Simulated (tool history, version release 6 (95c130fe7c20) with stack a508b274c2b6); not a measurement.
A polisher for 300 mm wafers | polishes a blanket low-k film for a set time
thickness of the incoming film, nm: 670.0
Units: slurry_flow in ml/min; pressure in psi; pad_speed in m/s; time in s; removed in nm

{"run": 1, "day": 0.0, "slurry_flow": 145, "pressure": 2, "pad_speed": 1.22, "slurry_solids": 1, "time": 68, "removed": 33.168}
{"run": 2, "day": 0.2, "slurry_flow": 145, "pressure": 2, "pad_speed": 1.22, "slurry_solids": 1, "time": 72, "removed": 35.132}
{"run": 3, "day": 0.362, "slurry_flow": 145, "pressure": 1.8, "pad_speed": 1.22, "slurry_solids": 1, "time": 72, "removed": 31.878}
{"run": 4, "day": 0.462, "slurry_flow": 145, "pressure": 1.6, "pad_speed": 1.22, "slurry_solids": 1, "time": 72, "removed": 29.386}
{"run": 5, "day": 0.792, "slurry_flow": 145, "pressure": 2.1, "pad_speed": 1.22, "slurry_solids": 1, "time": 72, "removed": 36.241}
{"run": 6, "day": 1.162, "slurry_flow": 145, "pressure": 1.9, "pad_speed": 1.2, "slurry_solids": 1, "time": 72, "removed": 33.295}
{"run": 7, "day": 1.333, "slurry_flow": 145, "pressure": 1.8, "pad_speed": 1.2, "slurry_solids": 1, "time": 72, "removed": 31.86}
{"run": 8, "day": 1.567, "slurry_flow": 145, "pressure": 1.7, "pad_speed": 1.2, "slurry_solids": 1, "time": 72, "removed": 30.402}

Forecast run 9:
{"day": 1.638, "done": "worn pad replaced by a new one"}
{"run": 9, "day": 1.638, "slurry_flow": 145, "pressure": 1.6, "pad_speed": 1.2, "slurry_solids": 1, "time": 72, "removed": "?"}

removed: 32.202 nm
